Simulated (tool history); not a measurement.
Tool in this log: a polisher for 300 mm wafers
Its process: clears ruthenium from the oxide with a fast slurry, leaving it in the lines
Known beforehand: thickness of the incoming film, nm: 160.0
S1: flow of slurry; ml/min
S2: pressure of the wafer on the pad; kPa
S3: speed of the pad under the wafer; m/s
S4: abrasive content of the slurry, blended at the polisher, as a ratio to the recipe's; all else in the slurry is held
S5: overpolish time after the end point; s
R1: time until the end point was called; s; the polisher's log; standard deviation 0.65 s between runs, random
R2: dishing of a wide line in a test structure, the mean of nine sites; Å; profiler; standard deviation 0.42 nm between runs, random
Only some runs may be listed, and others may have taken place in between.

run,hour,S1,S2,S3,S4,S5,R1,R2
1,0,295,17.2,1.1,1,28,35.746,734.86
2,5.6,295,17.2,1.36,1,28,28.641,821.77
3,13.1,285,15.9,1.36,0.95,25,32.834,699.1
4,16.8,285,15.9,1.26,0.95,25,35.025,673.88
5,17.4,270,15.2,1.28,0.9,23,37.478,625.35
6,25.7,270,15.2,1.28,0.75,23,41.953,584.84
7,28.4,275,14.5,1.3,0.75,21,43.11,531.05
8,36.6,360,9.7,1.4,0.65,8,65.761,161.36
9,43.4,340,9.7,1.4,0.65,8,64.878,164.39
10,49.3,325,9.7,1.38,0.65,9,66.113,185.16
11,56.6,310,9.7,1.38,0.65,9,65.609,177.6
12,58.7,305,9.7,1.36,0.65,10,66.694,197.34
13,65.8,290,9.7,1.36,0.65,10,66.934,194.54
14,66.5,280,9.7,1.36,0.65,10,67.974,192.71
15,70,275,9.7,1.36,0.65,10,67.239,193.48
16,72.3,270,9.7,1.36,0.65,10,68.982,196.6
17,79.9,260,9.7,1.36,0.65,10,68.262,193.02
18,80.6,260,9.7,1.36,0.65,10,67.673,191.69
19,82.7,260,9.7,1.36,0.65,10,67.849,195.2
20,89.2,255,9.7,1.36,0.65,10,67.407,191.27
21,92.2,255,9.7,1.34,0.65,10,69.488,196.01

What will run 22 give?
22,96.1,250,9.7,1.34,0.65,10,?,?

R1: 70.439 s
R2: 184.49 Å
